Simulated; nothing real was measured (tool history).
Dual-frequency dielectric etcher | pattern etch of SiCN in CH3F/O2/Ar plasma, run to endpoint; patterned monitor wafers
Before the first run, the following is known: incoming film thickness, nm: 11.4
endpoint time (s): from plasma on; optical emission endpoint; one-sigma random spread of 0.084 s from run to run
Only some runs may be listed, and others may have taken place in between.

Run 1, day 0: source power (W) 400, bias power (W) 99. Result: endpoint time (s) 29.157.
Run 2, day 0.096: source power (W) 420, bias power (W) 103. Result: endpoint time (s) 27.809.
Run 3, day 0.175: source power (W) 440, bias power (W) 105. Result: endpoint time (s) 27.032.
Run 4, day 0.358: source power (W) 460, bias power (W) 107. Result: endpoint time (s) 26.27.
Run 5, day 0.667: source power (W) 470, bias power (W) 109. Result: endpoint time (s) 25.951.
Run 6, day 0.704: source power (W) 480, bias power (W) 111. Result: endpoint time (s) 25.235.
At day 0.821: source power generator calibrated.
Run 7, day 0.821: source power (W) 490, bias power (W) 112. Result: endpoint time (s) 24.714.
Run 8, day 0.979: source power (W) 500, bias power (W) 113. Result: endpoint time (s) 24.105.
Run 9, day 1.333: source power (W) 510, bias power (W) 113. Result: endpoint time (s) 23.788.
Run 10, day 1.392: source power (W) 520, bias power (W) 113. Result: endpoint time (s) 23.768.
Run 11, day 1.562: source power (W) 530, bias power (W) 113. Result: endpoint time (s) 23.653.
Run 12, day 1.804: source power (W) 530, bias power (W) 114. Result: endpoint time (s) 23.632.
Run 13, day 2.033: source power (W) 530, bias power (W) 115. Result: endpoint time (s) 23.527.

Run 14, settings as shown, results not yet in. Your forecast:
Run 14, day 2.288: source power (W) 530, bias power (W) 116. Result: endpoint time (s) ?.

endpoint time (s): 23.254

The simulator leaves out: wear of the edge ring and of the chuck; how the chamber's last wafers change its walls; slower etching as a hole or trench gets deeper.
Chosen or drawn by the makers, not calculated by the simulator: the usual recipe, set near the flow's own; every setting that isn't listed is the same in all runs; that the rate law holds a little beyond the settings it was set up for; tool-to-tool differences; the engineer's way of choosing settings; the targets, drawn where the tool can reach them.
